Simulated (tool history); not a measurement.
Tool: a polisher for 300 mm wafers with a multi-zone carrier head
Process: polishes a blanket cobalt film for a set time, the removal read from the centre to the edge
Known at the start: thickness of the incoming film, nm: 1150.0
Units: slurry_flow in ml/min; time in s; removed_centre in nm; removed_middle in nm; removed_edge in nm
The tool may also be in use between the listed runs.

run,hour,slurry_flow,centre_zone,middle_zone,edge_zone,time,removed_centre,removed_middle,removed_edge
1,0.0,285,1.00,1.00,1.00,44,129.36,134.78,133.05
2,1.9,285,1.00,1.00,1.00,50,146.90,152.66,147.11
3,3.3,290,1.01,1.04,1.03,53,156.87,164.12,160.40
4,5.3,290,1.01,1.04,1.08,53,156.84,167.65,162.52
5,8.1,295,1.02,1.08,1.06,55,166.77,178.55,169.32
6,8.7,300,1.02,1.11,1.05,56,167.45,185.87,168.23
7,17.6,300,1.03,1.13,1.06,57,173.81,198.13,174.91
8,20.6,300,1.03,1.13,1.06,57,171.65,195.27,176.07

Forecast run 9:
9,21.4,305,1.04,1.14,1.06,57,?,?,?

{"run 9": {"removed_centre": 176.77, "removed_middle": 194.1, "removed_edge": 173.01}}

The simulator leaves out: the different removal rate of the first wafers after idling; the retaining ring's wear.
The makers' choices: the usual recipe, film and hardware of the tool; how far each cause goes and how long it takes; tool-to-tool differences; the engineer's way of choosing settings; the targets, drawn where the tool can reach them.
